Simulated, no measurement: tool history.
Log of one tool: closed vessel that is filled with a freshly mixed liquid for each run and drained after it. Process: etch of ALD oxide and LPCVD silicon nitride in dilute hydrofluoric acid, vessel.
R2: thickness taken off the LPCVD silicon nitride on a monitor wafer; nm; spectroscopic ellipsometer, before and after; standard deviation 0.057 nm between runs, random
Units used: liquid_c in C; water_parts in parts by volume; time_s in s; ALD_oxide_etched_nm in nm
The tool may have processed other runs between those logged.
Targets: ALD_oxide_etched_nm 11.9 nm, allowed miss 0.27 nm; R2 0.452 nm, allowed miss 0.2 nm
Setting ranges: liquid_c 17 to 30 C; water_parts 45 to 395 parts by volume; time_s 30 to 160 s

{"run": 1, "hour": 0.0, "liquid_c": 22, "water_parts": 220, "time_s": 80, "ALD_oxide_etched_nm": 4.7737, "R2": 0.16192}
{"run": 2, "hour": 6.2, "liquid_c": 20, "water_parts": 220, "time_s": 80, "ALD_oxide_etched_nm": 4.4675, "R2": 0.143}
{"run": 3, "hour": 9.0, "liquid_c": 22.5, "water_parts": 190, "time_s": 80, "ALD_oxide_etched_nm": 5.8951, "R2": 0.22169}
{"run": 4, "hour": 15.0, "liquid_c": 22.5, "water_parts": 140, "time_s": 80, "ALD_oxide_etched_nm": 8.5732, "R2": 0.27159}
{"run": 5, "hour": 19.3, "liquid_c": 22.5, "water_parts": 200, "time_s": 80, "ALD_oxide_etched_nm": 5.4788, "R2": 0.21733}
{"run": 6, "hour": 28.1, "liquid_c": 23, "water_parts": 175, "time_s": 80, "ALD_oxide_etched_nm": 6.5875, "R2": 0.21914}
{"run": 7, "hour": 33.5, "liquid_c": 23, "water_parts": 175, "time_s": 80, "ALD_oxide_etched_nm": 6.6209, "R2": 0.23909}
{"run": 8, "hour": 39.1, "liquid_c": 23, "water_parts": 175, "time_s": 80, "ALD_oxide_etched_nm": 6.6582, "R2": 0.18557}
{"run": 9, "hour": 46.4, "liquid_c": 23.5, "water_parts": 160, "time_s": 80, "ALD_oxide_etched_nm": 7.51, "R2": 0.25743}
{"run": 10, "hour": 48.1, "liquid_c": 27.5, "water_parts": 105, "time_s": 80, "ALD_oxide_etched_nm": 14.307, "R2": 0.48756}
{"run": 11, "hour": 50.2, "liquid_c": 27, "water_parts": 105, "time_s": 80, "ALD_oxide_etched_nm": 13.93, "R2": 0.50293}
{"run": 12, "hour": 53.8, "liquid_c": 26.5, "water_parts": 105, "time_s": 80, "ALD_oxide_etched_nm": 13.537, "R2": 0.56199}
{"run": 13, "hour": 59.8, "liquid_c": 26, "water_parts": 105, "time_s": 80, "ALD_oxide_etched_nm": 13.609, "R2": 0.51347}
{"run": 14, "hour": 65.6, "liquid_c": 25.5, "water_parts": 105, "time_s": 80, "ALD_oxide_etched_nm": 13.24, "R2": 0.46942}
{"run": 15, "hour": 72.4, "liquid_c": 25, "water_parts": 105, "time_s": 80, "ALD_oxide_etched_nm": 12.857, "R2": 0.44709}
{"run": 16, "hour": 77.9, "liquid_c": 23, "water_parts": 110, "time_s": 80, "ALD_oxide_etched_nm": 11.335, "R2": 0.33322}
{"run": 17, "hour": 82.3, "liquid_c": 23.5, "water_parts": 110, "time_s": 80, "ALD_oxide_etched_nm": 11.538, "R2": 0.48831}
{"run": 18, "hour": 89.8, "liquid_c": 23, "water_parts": 100, "time_s": 80, "ALD_oxide_etched_nm": 12.541, "R2": 0.41134}
{"run": 19, "hour": 91.0, "liquid_c": 22.5, "water_parts": 100, "time_s": 80, "ALD_oxide_etched_nm": 12.437, "R2": 0.32634}

Below are 4 possible settings for the next run. Only one of them brings all results inside the allowed miss of their targets. Which is it?
{"run": "A", "hour": 92.2, "liquid_c": 21, "water_parts": 75, "time_s": 65, "ALD_oxide_etched_nm": "?", "R2": "?"}
{"run": "B", "hour": 92.2, "liquid_c": 27.5, "water_parts": 130, "time_s": 85, "ALD_oxide_etched_nm": "?", "R2": "?"}
{"run": "C", "hour": 92.2, "liquid_c": 24.5, "water_parts": 110, "time_s": 75, "ALD_oxide_etched_nm": "?", "R2": "?"}
{"run": "D", "hour": 92.2, "liquid_c": 21, "water_parts": 125, "time_s": 100, "ALD_oxide_etched_nm": "?", "R2": "?"}

move=A ALD_oxide_etched_nm=12.975 R2=0.2746
move=B ALD_oxide_etched_nm=11.822 R2=0.31969
move=C ALD_oxide_etched_nm=11.267 R2=0.27471
move=D ALD_oxide_etched_nm=11.311 R2=0.25628
A: further off than the last run
B: each result inside its tolerance
C: moves the result that the last run missed by most past its target, out the other side
D: moves the result that the last run missed by most past its target, out the other side
Correct choice: B, which meets every target
